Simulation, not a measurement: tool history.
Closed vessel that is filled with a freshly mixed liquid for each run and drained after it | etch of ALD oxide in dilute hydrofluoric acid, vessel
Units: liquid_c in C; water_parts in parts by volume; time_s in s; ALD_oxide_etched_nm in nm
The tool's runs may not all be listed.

run,hour,liquid_c,water_parts,time_s,ALD_oxide_etched_nm
1,0,24,185,180,28.475
2,5.9,22.5,185,180,27.378
3,7.3,22.5,160,180,32.512
4,14.7,21.5,170,180,28.805
5,22.7,21,175,180,27.505
6,23.4,21,140,180,35.488
7,26.7,20.5,155,180,31.164
8,31.5,20,165,180,28.494
9,33.6,19.5,175,180,25.738
10,40.8,19,180,180,24.672
11,46.3,18.5,185,180,23.479
12,52.4,18.5,190,180,22.584

Forecast run 13:
13,55.4,18.5,195,180,?

Run 13 gave ALD_oxide_etched_nm 21.831 nm.
